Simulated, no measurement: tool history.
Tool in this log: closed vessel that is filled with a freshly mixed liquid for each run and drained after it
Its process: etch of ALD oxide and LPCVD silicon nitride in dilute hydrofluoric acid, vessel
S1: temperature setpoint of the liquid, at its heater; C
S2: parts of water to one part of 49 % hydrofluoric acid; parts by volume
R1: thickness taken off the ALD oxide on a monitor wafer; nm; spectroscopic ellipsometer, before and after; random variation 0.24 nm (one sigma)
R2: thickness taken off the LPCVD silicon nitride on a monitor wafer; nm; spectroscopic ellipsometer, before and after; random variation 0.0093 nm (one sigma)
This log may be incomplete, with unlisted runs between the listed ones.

Run 1, day 0: S1 25 C, S2 100 parts by volume, time in the liquid (s) 205. Result: R1 50.077 nm, R2 1.1484 nm.
Run 2, day 0.296: S1 25 C, S2 115 parts by volume, time in the liquid (s) 205. Result: R1 43.453 nm, R2 1.0042 nm.
Run 3, day 0.667: S1 24 C, S2 115 parts by volume, time in the liquid (s) 205. Result: R1 41.985 nm, R2 0.94169 nm.
Run 4, day 0.788: S1 23 C, S2 120 parts by volume, time in the liquid (s) 205. Result: R1 37.766 nm, R2 0.85906 nm.
Run 5, day 0.854: S1 23 C, S2 120 parts by volume, time in the liquid (s) 135. Result: R1 25.303 nm, R2 0.56693 nm.
Run 6, day 0.879: S1 23 C, S2 135 parts by volume, time in the liquid (s) 135. Result: R1 21.719 nm, R2 0.49831 nm.
Run 7, day 1.225: S1 22 C, S2 125 parts by volume, time in the liquid (s) 130. Result: R1 22.484 nm, R2 0.49451 nm.

Run 8, settings as shown, results not yet in. Your forecast:
Run 8, day 1.488: S1 18 C, S2 85 parts by volume, time in the liquid (s) 110. Result: R1 ?, R2 ?.

Run 8 gave R1 24.426 nm, R2 0.473 nm.
